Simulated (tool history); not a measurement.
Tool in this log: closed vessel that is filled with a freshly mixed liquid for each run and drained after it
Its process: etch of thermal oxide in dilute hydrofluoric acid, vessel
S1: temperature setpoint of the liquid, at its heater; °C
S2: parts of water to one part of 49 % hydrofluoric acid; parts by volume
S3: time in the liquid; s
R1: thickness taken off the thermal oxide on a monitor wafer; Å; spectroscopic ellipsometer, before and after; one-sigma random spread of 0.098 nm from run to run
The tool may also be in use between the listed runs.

| run | hour | S1 | S2 | S3 | R1 |
|---|---|---|---|---|---|
| 1 | 0 | 21 | 125 | 165 | 45.493 |
| 2 | 6.9 | 22.5 | 110 | 165 | 54.748 |
| 3 | 12.9 | 20 | 110 | 165 | 50.414 |
| 4 | 21.9 | 20 | 130 | 165 | 41.25 |
| 5 | 26.3 | 20 | 130 | 165 | 41.473 |
| 6 | 35.2 | 20 | 130 | 165 | 41.841 |

For run 7, what comes out?
| 7 | 43.5 | 22 | 115 | 165 | ? |

Run 7 gave R1 51.863 Å.

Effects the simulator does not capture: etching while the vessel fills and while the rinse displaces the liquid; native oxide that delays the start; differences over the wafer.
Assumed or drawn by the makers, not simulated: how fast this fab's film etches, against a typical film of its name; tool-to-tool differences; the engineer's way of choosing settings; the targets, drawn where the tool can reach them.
